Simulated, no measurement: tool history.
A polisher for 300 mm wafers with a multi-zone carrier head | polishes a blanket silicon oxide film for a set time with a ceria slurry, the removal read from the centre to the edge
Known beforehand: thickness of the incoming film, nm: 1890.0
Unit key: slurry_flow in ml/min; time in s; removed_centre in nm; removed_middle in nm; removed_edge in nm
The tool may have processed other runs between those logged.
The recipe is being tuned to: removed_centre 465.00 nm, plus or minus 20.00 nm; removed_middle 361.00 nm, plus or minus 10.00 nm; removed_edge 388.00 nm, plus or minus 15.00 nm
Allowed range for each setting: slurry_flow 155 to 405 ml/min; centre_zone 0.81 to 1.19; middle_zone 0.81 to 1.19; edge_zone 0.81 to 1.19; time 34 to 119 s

run	hour	slurry_flow	centre_zone	middle_zone	edge_zone	time	removed_centre	removed_middle	removed_edge
1	0.0	260	1.00	1.00	1.00	76	449.04	439.17	434.94
2	5.6	255	1.01	0.97	0.98	75	450.65	424.79	435.73
3	9.9	255	1.03	0.96	0.97	73	423.69	402.80	416.80
4	15.4	225	1.03	0.96	0.97	73	425.20	398.60	419.55
5	16.8	225	1.03	0.96	0.97	64	384.34	353.75	368.15
6	19.3	255	1.03	0.96	0.97	64	377.32	358.19	371.51
7	25.1	240	1.06	0.97	0.98	65	397.51	364.77	364.73
8	33.5	235	1.08	0.96	0.99	66	410.80	371.03	381.38
9	38.8	220	1.10	0.95	1.00	66	412.61	363.17	372.97
10	40.3	215	1.12	0.94	1.01	67	438.41	360.06	390.08
11	41.7	215	1.13	0.94	1.01	67	430.21	358.72	389.31

Next run, 5 choices. One meets every target within its allowed miss, the rest don't. Which?
A	43.1	235	1.15	1.15	0.91	62	?	?	?
B	43.1	315	1.17	0.90	0.93	67	?	?	?
C	43.1	225	1.14	0.95	1.05	66	?	?	?
D	43.1	235	0.96	0.88	1.00	69	?	?	?
E	43.1	235	1.14	1.14	0.96	62	?	?	?

move	removed_centre	removed_middle	removed_edge
A	419.73	386.44	352.40
B	476.14	363.16	392.88
C	439.93	358.40	390.68
D	388.83	358.21	404.25
E	416.03	384.04	357.87
A: the biggest miss grows against the last run
B: every result lands within tolerance
C: moves toward the targets from the last run without getting all of them in spec
D: the biggest miss grows against the last run
E: the biggest miss grows against the last run
Go with B: it meets all targets.
